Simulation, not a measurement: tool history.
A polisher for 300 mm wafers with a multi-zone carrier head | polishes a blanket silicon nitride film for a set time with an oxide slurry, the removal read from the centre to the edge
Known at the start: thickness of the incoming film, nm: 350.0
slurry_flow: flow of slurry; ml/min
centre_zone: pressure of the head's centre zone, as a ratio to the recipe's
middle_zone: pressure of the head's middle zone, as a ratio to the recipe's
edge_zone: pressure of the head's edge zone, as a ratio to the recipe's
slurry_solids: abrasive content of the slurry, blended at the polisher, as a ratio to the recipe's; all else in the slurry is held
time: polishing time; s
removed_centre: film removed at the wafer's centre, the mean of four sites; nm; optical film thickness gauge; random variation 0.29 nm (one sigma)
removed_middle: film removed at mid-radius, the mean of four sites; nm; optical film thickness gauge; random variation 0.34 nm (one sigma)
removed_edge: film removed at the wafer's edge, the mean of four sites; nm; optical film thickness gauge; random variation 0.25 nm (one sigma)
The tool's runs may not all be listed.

| run | hour | slurry_flow | centre_zone | middle_zone | edge_zone | slurry_solids | time | removed_centre | removed_middle | removed_edge |
|---|---|---|---|---|---|---|---|---|---|---|
| 1 | 0.0 | 290 | 1.00 | 1.00 | 1.00 | 1.00 | 70 | 49.048 | 46.269 | 47.256 |
| 2 | 6.9 | 290 | 1.00 | 1.00 | 0.93 | 1.00 | 70 | 47.466 | 46.747 | 45.594 |
| 3 | 9.3 | 255 | 1.00 | 1.00 | 0.93 | 1.00 | 70 | 47.363 | 46.643 | 45.324 |
| 4 | 14.8 | 255 | 1.00 | 1.00 | 0.93 | 1.00 | 62 | 43.046 | 41.435 | 39.859 |
|  | 19.4 | centre zone pressure recalibrated |
| 5 | 19.4 | 255 | 1.03 | 1.00 | 0.93 | 1.00 | 62 | 41.753 | 41.156 | 40.216 |
| 6 | 22.5 | 255 | 1.03 | 1.05 | 0.93 | 1.00 | 62 | 41.924 | 43.083 | 39.296 |
| 7 | 30.0 | 255 | 1.05 | 1.03 | 0.92 | 0.85 | 58 | 36.326 | 36.005 | 34.005 |

The next listed run, before its measurement:
| 8 | 38.3 | 255 | 1.07 | 1.02 | 0.90 | 0.75 | 57 | ? | ? | ? |

{"run 8": {"removed_centre": 34.443, "removed_middle": 32.802, "removed_edge": 31.485}}
